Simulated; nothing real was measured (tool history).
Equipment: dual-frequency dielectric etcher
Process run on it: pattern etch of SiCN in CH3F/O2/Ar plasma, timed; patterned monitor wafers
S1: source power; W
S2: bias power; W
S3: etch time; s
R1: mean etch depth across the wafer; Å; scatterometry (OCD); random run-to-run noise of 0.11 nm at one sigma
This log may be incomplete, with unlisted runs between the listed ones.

Run 1, hour 0: S1 530 W, S2 77 W, S3 48 s. Result: R1 197.94 Å.
Run 2, hour 7: S1 560 W, S2 79 W, S3 48 s. Result: R1 202.61 Å.
Run 3, hour 10.1: S1 590 W, S2 82 W, S3 48 s. Result: R1 208.58 Å.
Run 4, hour 11: S1 590 W, S2 76 W, S3 48 s. Result: R1 205.64 Å.
Run 5, hour 13.7: S1 510 W, S2 76 W, S3 48 s. Result: R1 193.77 Å.
At hour 20.5: source power generator calibrated.
Run 6, hour 20.5: S1 550 W, S2 79 W, S3 48 s. Result: R1 204.79 Å.
Run 7, hour 28.2: S1 580 W, S2 81 W, S3 48 s. Result: R1 209.52 Å.
Run 8, hour 31.4: S1 610 W, S2 82 W, S3 48 s. Result: R1 213.08 Å.
Run 9, hour 33.5: S1 630 W, S2 84 W, S3 48 s. Result: R1 219.32 Å.
Run 10, hour 40.5: S1 650 W, S2 85 W, S3 48 s. Result: R1 222.13 Å.
Run 11, hour 48.9: S1 660 W, S2 86 W, S3 48 s. Result: R1 224.82 Å.

Run 12, settings as shown, results not yet in. Your forecast:
Run 12, hour 50.9: S1 670 W, S2 87 W, S3 48 s. Result: R1 ?.

Run 12 came out at R1 226.56 Å.
